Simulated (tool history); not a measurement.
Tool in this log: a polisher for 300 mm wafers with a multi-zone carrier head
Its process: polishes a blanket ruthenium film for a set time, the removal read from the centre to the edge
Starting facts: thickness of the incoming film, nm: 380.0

run,hour,flow of slurry (ml/min),pressure of the head's centre zone,pressure of the head's middle zone,pressure of the head's edge zone,polishing time (s),film removed at the wafer's centre (angstrom),film removed at mid-radius (angstrom),film removed at the wafer's edge (angstrom)
1,0,240,1,1,1,74,1291.6,1296.6,1307
2,4.2,180,1,1,1,74,1250.1,1277.2,1283.7
3,9.8,180,1,1,1,81,1386.3,1353.1,1398.3
4,15.1,180,1,0.93,1,81,1364.7,1283,1415.8
5,19.2,180,0.98,0.93,0.98,77,1280,1234.9,1294.8
6,26.8,180,0.98,0.88,0.98,77,1281.1,1165.7,1323.5
7,31.8,175,0.88,0.92,0.88,58,848.82,918.21,941.12
8,38.7,185,0.88,0.92,0.89,58,862.19,916.74,939.74
9,45.4,190,0.88,0.93,0.9,58,874.47,929.13,956.13
10,51,195,0.88,0.94,0.91,58,876.09,948.83,961.8
11,58.6,200,0.88,0.94,0.92,58,872.49,947.16,964.94
12,61.5,205,0.88,0.94,0.93,58,872.72,943.23,968.59
13,66.2,210,0.88,0.94,0.94,58,872.31,934.14,969.84
14,72.7,215,0.88,0.95,0.94,58,883.83,955.6,997.25
15,80.7,220,0.88,0.95,0.94,58,881.08,932.2,964.6

Run 16, settings as shown, results not yet in. Your forecast:
16,88.1,215,0.88,0.96,0.95,58,?,?,?

film removed at the wafer's centre (angstrom): 875.39
film removed at mid-radius (angstrom): 966.9
film removed at the wafer's edge (angstrom): 968.14

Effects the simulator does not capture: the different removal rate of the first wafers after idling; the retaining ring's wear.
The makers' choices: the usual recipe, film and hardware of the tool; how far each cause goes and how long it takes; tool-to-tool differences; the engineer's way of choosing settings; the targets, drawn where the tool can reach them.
